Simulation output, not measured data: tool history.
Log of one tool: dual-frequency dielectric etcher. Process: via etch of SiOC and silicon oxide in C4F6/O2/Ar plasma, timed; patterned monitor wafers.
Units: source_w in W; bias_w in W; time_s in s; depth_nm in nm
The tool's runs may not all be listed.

run    day  source_w  bias_w  time_s  depth_nm
  1  0.000       410     209   115.5    158.62
  2  0.212       390     200   115.5    150.00
  3  0.379       370     200   115.5    146.43
  4  0.562       370     200   115.5    145.81
  5  0.662       340     200   115.5    137.63
  6  0.788       340     200   115.5    138.63
  7  0.838       330     199   115.5    134.79

Forecast run 8:
  8  1.183       320     199   115.5         ?

{"run 8": {"depth_nm": 132.4}}

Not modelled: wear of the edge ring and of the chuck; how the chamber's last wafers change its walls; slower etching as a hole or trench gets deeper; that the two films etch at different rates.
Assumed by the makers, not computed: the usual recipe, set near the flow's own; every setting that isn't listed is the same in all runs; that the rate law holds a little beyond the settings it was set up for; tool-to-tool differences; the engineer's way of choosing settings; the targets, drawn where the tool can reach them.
